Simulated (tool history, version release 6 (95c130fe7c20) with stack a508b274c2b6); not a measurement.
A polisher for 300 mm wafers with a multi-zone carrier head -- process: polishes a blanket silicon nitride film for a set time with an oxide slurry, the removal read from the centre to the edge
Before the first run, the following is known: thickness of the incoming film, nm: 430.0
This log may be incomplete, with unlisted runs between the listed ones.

| run | hour | flow of slurry (ml/min) | pressure of the head's centre zone | pressure of the head's middle zone | pressure of the head's edge zone | abrasive content of the slurry | polishing time (s) | film removed at the wafer's centre (nm) | film removed at mid-radius (nm) | film removed at the wafer's edge (nm) |
|---|---|---|---|---|---|---|---|---|---|---|
| 1 | 0.0 | 185 | 1.00 | 1.00 | 1.00 | 1.00 | 54 | 33.973 | 33.047 | 33.786 |
| 2 | 6.9 | 185 | 1.00 | 1.08 | 1.00 | 1.00 | 54 | 33.590 | 36.260 | 33.458 |
| 3 | 10.8 | 185 | 1.00 | 1.06 | 0.98 | 0.95 | 52 | 31.501 | 33.990 | 31.181 |
| 4 | 13.9 | 180 | 1.00 | 1.03 | 0.97 | 0.90 | 51 | 30.111 | 31.397 | 29.229 |
| 5 | 17.8 | 175 | 0.99 | 1.01 | 0.97 | 0.85 | 50 | 28.593 | 29.654 | 28.107 |
| 6 | 20.7 | 175 | 1.05 | 1.01 | 0.97 | 0.85 | 50 | 29.973 | 29.572 | 28.319 |
| 7 | 21.8 | 170 | 1.04 | 0.99 | 0.96 | 0.80 | 49 | 27.989 | 27.509 | 26.371 |
| 8 | 24.3 | 165 | 1.03 | 0.97 | 0.95 | 0.75 | 48 | 26.484 | 25.277 | 24.671 |
| 9 | 25.0 | 160 | 1.01 | 0.95 | 0.94 | 0.75 | 48 | 25.861 | 24.311 | 25.158 |
| 10 | 30.2 | 160 | 1.01 | 0.94 | 0.93 | 0.70 | 47 | 24.256 | 23.192 | 23.246 |
| 11 | 34.2 | 160 | 1.01 | 0.93 | 0.92 | 0.70 | 47 | 24.399 | 22.369 | 23.386 |
| 12 | 37.0 | 160 | 1.01 | 0.93 | 0.91 | 0.70 | 47 | 24.225 | 23.171 | 23.003 |
| 13 | 45.3 | 160 | 1.01 | 0.92 | 0.90 | 0.70 | 47 | 24.387 | 22.832 | 23.067 |
| 14 | 52.7 | 160 | 1.01 | 0.92 | 0.90 | 0.70 | 47 | 24.289 | 23.102 | 22.865 |
| 15 | 58.4 | 155 | 1.01 | 0.91 | 0.89 | 0.70 | 47 | 24.114 | 21.964 | 22.392 |
| 16 | 61.7 | 150 | 1.00 | 0.90 | 0.88 | 0.70 | 47 | 23.685 | 21.747 | 22.499 |
| 17 | 70.5 | 150 | 0.99 | 0.86 | 0.85 | 0.50 | 43 | 17.521 | 16.195 | 16.531 |

What does the tool deliver on the next run?
| 18 | 73.4 | 155 | 1.00 | 0.86 | 0.87 | 0.50 | 43 | ? | ? | ? |

{"run 18": {"film removed at the wafer's centre (nm)": 17.92, "film removed at mid-radius (nm)": 16.031, "film removed at the wafer's edge (nm)": 16.995}}
